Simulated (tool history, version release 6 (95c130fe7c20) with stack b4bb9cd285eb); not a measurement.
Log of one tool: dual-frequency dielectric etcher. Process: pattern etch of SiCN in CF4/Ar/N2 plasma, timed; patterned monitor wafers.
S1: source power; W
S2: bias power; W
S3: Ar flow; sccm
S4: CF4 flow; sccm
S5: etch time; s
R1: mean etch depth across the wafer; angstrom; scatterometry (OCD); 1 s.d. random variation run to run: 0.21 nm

run,hour,S1,S2,S3,S4,S5,R1
1,0,390,76,123,64,79,641.72
2,5.4,350,76,123,64,79,590.49
3,6.5,320,76,123,64,79,554.5
4,14,300,76,123,64,79,533.11
5,15,300,76,123,64,82.5,551.21
6,18.4,290,76,123,64,82.5,537.5

Estimate the outcome of run 7 from the log above:
7,25.7,280,76,123,64,82.5,?

Run 7 yielded R1 529.53 angstrom.
